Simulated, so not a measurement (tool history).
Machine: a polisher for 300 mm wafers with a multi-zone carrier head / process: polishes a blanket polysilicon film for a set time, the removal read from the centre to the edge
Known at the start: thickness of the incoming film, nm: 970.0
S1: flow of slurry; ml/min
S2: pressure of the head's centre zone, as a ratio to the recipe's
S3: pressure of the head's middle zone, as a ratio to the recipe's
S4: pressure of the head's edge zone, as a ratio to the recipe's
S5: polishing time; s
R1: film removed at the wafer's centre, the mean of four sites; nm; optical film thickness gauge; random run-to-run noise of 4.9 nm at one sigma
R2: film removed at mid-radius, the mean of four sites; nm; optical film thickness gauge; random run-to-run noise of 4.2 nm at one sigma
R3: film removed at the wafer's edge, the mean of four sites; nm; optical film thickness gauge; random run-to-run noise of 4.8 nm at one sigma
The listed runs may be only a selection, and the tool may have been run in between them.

run,hour,S1,S2,S3,S4,S5,R1,R2,R3
1,0,255,1,1,1,38,384.31,400.49,395.03
2,1.7,255,1,1.04,1,38,387.69,407.85,390.65
3,6.9,255,1.07,1.04,1,38,417.74,408.11,393.08
4,14.5,255,1.07,1.04,1,32,352.61,344.99,336.53
5,15.6,255,1.07,1.04,1,35,384.26,374.2,362.35
6,22.8,255,1.07,1.04,1,28,304.48,304,293.68
7,25.4,260,1.06,1.05,1.02,31,340.93,339.13,322.18

Predict the results of run 8:
8,27.9,250,0.96,1.05,1.12,41,?,?,?

Run 8 measured R1 406.11 nm, R2 438.24 nm, R3 445.35 nm.
